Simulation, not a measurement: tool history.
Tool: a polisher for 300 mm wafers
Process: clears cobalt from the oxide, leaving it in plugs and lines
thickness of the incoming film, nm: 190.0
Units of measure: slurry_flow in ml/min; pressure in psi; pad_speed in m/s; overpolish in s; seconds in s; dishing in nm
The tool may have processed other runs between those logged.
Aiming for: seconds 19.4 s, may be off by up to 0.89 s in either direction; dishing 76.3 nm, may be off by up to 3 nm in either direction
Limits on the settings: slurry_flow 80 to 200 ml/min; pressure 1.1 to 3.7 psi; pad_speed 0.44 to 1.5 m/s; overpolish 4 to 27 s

run,day,slurry_flow,pressure,pad_speed,overpolish,seconds,dishing
1,0,130,2.4,0.96,14,31.684,51.739
2,0.117,130,2.6,0.96,15,30.394,56.566
3,0.362,130,2.6,0.8,15,36.097,50.823
4,0.646,130,2.3,0.8,15,40.395,48.011
5,0.917,135,2.6,0.84,15,34.237,53.004
6,1.029,140,2.8,0.86,15,30.825,55.925
7,1.1,145,3,0.88,15,29.014,58.021
8,1.375,145,3.1,0.92,15,26.14,60.078
9,1.408,145,3.2,0.94,15,25.543,61.208
10,1.567,145,3.3,0.96,15,24.014,62.98
11,1.917,145,3.4,0.98,15,22.764,64.429
12,2.046,145,3.5,1,15,22.119,65.208
# day 2.371: worn pad replaced by a new one
13,2.371,150,3.5,1,15,20.102,67.887
14,2.504,155,3.5,1,16,19.413,71.384
15,2.712,150,3.5,1,17,19.52,71.45
16,3.062,145,3.5,1,18,19.717,72.289

Pick the move, out of 4, that brings all results within their allowed miss; only one does.
A,3.412,160,3.5,1,21,?,?
B,3.412,120,3.6,0.98,15,?,?
C,3.412,170,3.6,0.88,24,?,?
D,3.412,110,3.7,1.02,16,?,?

move,seconds,dishing
A,19.437,76.184
B,20.187,67.729
C,21.291,76.99
D,19.228,70.582
A: meets every target
B: misses by more than the last run did
C: brings the result that was furthest off to its target, and leaves another outside
D: misses by more than the last run did
Go with A: it meets all targets.
